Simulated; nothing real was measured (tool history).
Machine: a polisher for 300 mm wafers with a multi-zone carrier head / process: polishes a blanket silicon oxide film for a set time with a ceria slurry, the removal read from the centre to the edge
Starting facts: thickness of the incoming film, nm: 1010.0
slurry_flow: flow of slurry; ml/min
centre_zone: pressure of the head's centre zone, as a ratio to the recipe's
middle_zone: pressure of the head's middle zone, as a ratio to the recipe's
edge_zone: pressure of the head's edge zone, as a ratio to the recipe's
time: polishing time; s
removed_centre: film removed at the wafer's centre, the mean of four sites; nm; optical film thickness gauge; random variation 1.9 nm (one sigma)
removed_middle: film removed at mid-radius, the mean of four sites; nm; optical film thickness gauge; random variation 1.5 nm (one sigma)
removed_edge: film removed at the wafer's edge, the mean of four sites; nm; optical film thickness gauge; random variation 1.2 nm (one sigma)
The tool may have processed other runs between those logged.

run  hour  slurry_flow  centre_zone  middle_zone  edge_zone  time  removed_centre  removed_middle  removed_edge
  1   0.0          180         1.00         1.00       1.00    69          305.22          302.69        312.30
  2   8.0          180         1.00         1.07       1.00    69          306.63          324.57        311.81
  3  14.0          205         1.00         1.07       1.00    69          317.51          329.29        319.17
  4  21.7          195         0.98         1.06       0.98    65          285.21          313.67        297.34
  5  25.0          195         0.98         1.06       0.98    79          342.49          369.92        363.64
  6  31.2          190         0.97         1.05       0.97    74          330.76          342.45        330.96
  7  36.8          180         0.95         1.05       0.98    69          291.87          317.87        306.99
  8  42.0          175         0.93         1.04       0.98    65          270.52          293.62        292.34
  9  43.0          145         0.83         1.12       0.88    46          158.75          215.96        190.39
 10  50.3          145         0.83         1.11       0.87    46          159.19          212.80        189.02
 11  54.0          140         0.83         1.10       0.86    46          160.12          212.64        185.62
 12  62.9          140         0.83         1.10       0.86    46          163.95          210.36        185.09
 13  64.5          115         0.81         1.02       0.87    41          133.88          166.76        163.32

Predict the results of run 14:
 14  73.0          120         0.81         1.02       0.87    41               ?               ?             ?

Run 14 measured removed_centre 133.54 nm, removed_middle 168.12 nm, removed_edge 162.35 nm.

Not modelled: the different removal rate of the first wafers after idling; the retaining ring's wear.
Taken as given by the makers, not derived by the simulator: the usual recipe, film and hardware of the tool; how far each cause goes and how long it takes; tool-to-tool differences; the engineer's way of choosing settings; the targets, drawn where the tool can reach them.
